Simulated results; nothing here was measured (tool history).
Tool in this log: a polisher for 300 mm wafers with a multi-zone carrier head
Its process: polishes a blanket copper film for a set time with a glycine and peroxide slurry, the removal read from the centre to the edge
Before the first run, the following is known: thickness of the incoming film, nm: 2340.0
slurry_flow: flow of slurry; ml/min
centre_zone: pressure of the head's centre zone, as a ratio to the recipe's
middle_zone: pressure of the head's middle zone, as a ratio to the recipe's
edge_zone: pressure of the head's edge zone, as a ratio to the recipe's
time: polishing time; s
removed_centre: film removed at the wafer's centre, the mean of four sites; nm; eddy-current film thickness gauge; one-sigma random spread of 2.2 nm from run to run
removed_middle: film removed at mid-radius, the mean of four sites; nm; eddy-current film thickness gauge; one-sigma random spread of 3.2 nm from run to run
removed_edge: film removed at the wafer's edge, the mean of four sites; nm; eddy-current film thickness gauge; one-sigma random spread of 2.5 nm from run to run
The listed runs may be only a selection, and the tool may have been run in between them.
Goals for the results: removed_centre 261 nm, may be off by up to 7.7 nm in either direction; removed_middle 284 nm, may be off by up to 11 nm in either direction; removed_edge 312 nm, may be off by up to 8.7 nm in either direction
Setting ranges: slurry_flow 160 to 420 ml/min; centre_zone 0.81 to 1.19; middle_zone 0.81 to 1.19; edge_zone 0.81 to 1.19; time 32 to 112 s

run  hour  slurry_flow  centre_zone  middle_zone  edge_zone  time  removed_centre  removed_middle  removed_edge
  1     0          270            1            1          1    72          315.22          307.36        317.55
  2   1.7          265         0.98         0.99          1    72          308.29           316.8        319.64
  3   5.1          260         0.97         0.97       1.01    71          302.33          301.63        321.07
  4   8.4          255         0.95         0.96          1    70           290.3          292.06        310.61
  5    12          255         0.95         0.96       0.93    70          291.99          298.26        295.72
  6  14.3          250         0.93         0.95       0.94    70          282.34          297.38        303.04
  7  17.4          245         0.92         0.94       0.94    70          276.38          283.87        297.43
  8  26.1          245         0.92         0.94       0.94    70          277.97          288.71        298.49
  9  28.7          240         0.91         0.94       0.95    70          276.71          289.34        298.76
 10    33          240          0.9         0.94       0.96    70          271.04          290.84        302.12
 11  41.8          240         0.89         0.94       0.97    70          269.98          286.93        303.89

5 candidate next runs follow, results not yet known. Just one meets every target within its allowed miss. Identify it.
  A  50.6          245         0.95          0.9       0.99    70               ?               ?             ?
  B  50.6          250         0.94         0.98       0.86    69               ?               ?             ?
  C  50.6          280         0.93            1       0.94    68               ?               ?             ?
  D  50.6          240         0.85         0.91       0.98    71               ?               ?             ?
  E  50.6          260         0.94         0.91       0.98    70               ?               ?             ?

move  removed_centre  removed_middle  removed_edge
   A          288.23          282.04        309.25
   B           281.8          293.54        285.71
   C          277.85          295.92        295.48
   D          260.78          287.58        311.66
   E          286.91           285.5        308.98
A: the biggest miss grows against the last run
B: the biggest miss grows against the last run
C: the biggest miss grows against the last run
D: all results land within tolerance of their targets
E: the biggest miss grows against the last run
Move D is the one to make.
